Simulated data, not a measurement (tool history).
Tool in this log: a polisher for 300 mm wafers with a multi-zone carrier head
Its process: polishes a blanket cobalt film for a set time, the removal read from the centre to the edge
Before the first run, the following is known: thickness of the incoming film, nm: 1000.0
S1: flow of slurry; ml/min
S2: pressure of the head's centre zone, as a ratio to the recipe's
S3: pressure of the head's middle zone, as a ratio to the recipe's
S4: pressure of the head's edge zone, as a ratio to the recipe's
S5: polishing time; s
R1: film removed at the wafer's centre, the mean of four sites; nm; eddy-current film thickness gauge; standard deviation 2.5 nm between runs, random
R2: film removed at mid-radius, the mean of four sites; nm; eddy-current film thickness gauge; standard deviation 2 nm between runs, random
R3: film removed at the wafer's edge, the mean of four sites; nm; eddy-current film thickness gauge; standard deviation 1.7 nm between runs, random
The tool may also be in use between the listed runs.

run,hour,S1,S2,S3,S4,S5,R1,R2,R3
1,0,215,1,1,1,46,155.94,154.43,155.23
2,4.8,215,1,1,1.07,46,150.74,156.12,162.55
3,10.5,215,1,1,1.07,38,129.49,129.28,133.43
4,13,235,1.05,1.04,1.1,44,155.51,153.02,158.64
5,16.4,290,1.05,1.04,1.1,44,159.84,159.45,158.97
6,18.6,295,1.07,1.07,1.11,48,178.68,173.02,175.86
7,23.4,305,1.07,1.1,1.1,51,187.43,188.91,185.49
8,26.2,305,1.07,1.1,1.1,51,192.42,185.95,185.2
9,34.1,315,1.06,1.13,1.1,54,203.52,205.16,200.09
10,41.1,320,1.06,1.15,1.1,55,203.08,209.79,203.07
11,47.9,325,1.07,1.16,1.1,56,207.73,216.14,206.98
12,50.1,325,1.08,1.16,1.1,57,217.05,223.72,209.22
13,55.2,325,1.08,1.16,1.12,57,218.19,219.18,208.53

What does the tool deliver on the next run?
14,64.1,325,1.07,1.16,1.12,58,?,?,?

Run 14 came out at R1 211.63 nm, R2 226.11 nm, R3 215.06 nm.
